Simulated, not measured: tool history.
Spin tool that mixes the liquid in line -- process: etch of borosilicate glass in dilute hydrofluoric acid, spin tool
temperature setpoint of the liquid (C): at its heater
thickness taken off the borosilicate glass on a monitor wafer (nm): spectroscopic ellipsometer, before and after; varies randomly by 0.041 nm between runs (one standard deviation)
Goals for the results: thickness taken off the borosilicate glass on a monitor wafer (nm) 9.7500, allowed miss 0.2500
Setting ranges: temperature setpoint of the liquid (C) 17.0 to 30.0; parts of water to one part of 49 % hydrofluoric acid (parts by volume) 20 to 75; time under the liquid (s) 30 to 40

run  hour  temperature setpoint of the liquid (C)  parts of water to one part of 49 % hydrofluoric acid (parts by volume)  time under the liquid (s)  thickness taken off the borosilicate glass on a monitor wafer (nm)
  1   0.0                                    22.0                                                                      45                         40                                                             14.9970
  2   3.7                                    22.0                                                                      45                         40                                                             14.9890
  3  10.3                                    20.5                                                                      50                         40                                                             12.6110
  4  16.8                                    20.5                                                                      60                         40                                                             10.4460
     21.6  -- hydrofluoric acid flow meter replaced
  5  21.6                                    20.0                                                                      60                         40                                                              9.1640
  6  27.3                                    17.5                                                                      60                         40                                                              8.2892
  7  34.9                                    18.5                                                                      60                         40                                                              8.5472
  8  38.7                                    19.0                                                                      60                         40                                                              8.8203
  9  45.2                                    19.5                                                                      60                         40                                                              8.9273
 10  50.7                                    20.0                                                                      60                         40                                                              9.1337
 11  55.4                                    20.5                                                                      60                         40                                                              9.2989

Pick the move, out of 5, that brings all results within their allowed miss; only one does.
  A  60.1                                    22.5                                                                      55                         35                                                                   ?
  B  60.1                                    17.0                                                                      40                         30                                                                   ?
  C  60.1                                    22.0                                                                      50                         30                                                                   ?
  D  60.1                                    20.5                                                                      55                         40                                                                   ?
  E  60.1                                    19.5                                                                      60                         40                                                                   ?

move  thickness taken off the borosilicate glass on a monitor wafer (nm)
   A                                                              9.7869
   B                                                              9.2889
   C                                                              9.0949
   D                                                             10.2880
   E                                                              8.9865
A: meets every target
B: about as far from the targets as the last run
C: lands further from the targets than the last run did
D: carries the result that was furthest off beyond its target, to the other side
E: lands further from the targets than the last run did
Correct choice: A, which meets every target
